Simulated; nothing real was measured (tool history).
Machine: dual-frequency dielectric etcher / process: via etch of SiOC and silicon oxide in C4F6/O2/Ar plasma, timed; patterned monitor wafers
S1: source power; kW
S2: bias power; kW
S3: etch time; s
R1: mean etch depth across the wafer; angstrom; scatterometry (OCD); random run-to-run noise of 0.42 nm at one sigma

run 1 day=0.000 | S1=0.250 S2=0.192 S3=108.5 | R1=984.10
run 2 day=0.267 | S1=0.220 S2=0.192 S3=108.5 | R1=922.35
run 3 day=0.388 | S1=0.220 S2=0.160 S3=108.5 | R1=870.28
run 4 day=0.583 | S1=0.240 S2=0.160 S3=108.5 | R1=903.23
run 5 day=0.612 | S1=0.240 S2=0.160 S3=113.0 | R1=944.32
run 6 day=0.871 | S1=0.220 S2=0.160 S3=113.0 | R1=902.25
run 7 day=1.054 | S1=0.210 S2=0.156 S3=113.0 | R1=874.64
run 8 day=1.392 | S1=0.200 S2=0.154 S3=113.0 | R1=857.39

What will run 9 give?
run 9 day=1.662 | S1=0.150 S2=0.116 S3=111.5 | R1=?

R1: 675.54 angstrom
